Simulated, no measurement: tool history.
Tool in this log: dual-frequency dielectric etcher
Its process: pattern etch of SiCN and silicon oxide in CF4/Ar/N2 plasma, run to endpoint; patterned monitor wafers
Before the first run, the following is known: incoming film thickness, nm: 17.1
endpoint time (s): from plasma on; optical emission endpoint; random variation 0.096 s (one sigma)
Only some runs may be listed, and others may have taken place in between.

run,day,source power (W),bias power (W),Ar flow (sccm),CF4 flow (sccm),endpoint time (s)
1,0,470,76,135,45,21.813
2,0.35,480,76,135,45,21.261
3,0.679,490,76,135,45,20.99
4,0.854,500,76,135,45,20.65
5,1.217,500,67,135,45,21.566
6,1.292,500,67,149,45,22.276
7,1.429,520,67,149,45,21.412
8,1.492,530,67,149,45,21.06
9,1.771,530,67,149,45,21.098
10,1.833,540,67,149,45,20.615

Run 11 has not been measured yet. What should we expect?
11,1.954,550,67,149,45,?

{"run 11": {"endpoint time (s)": 20.595}}
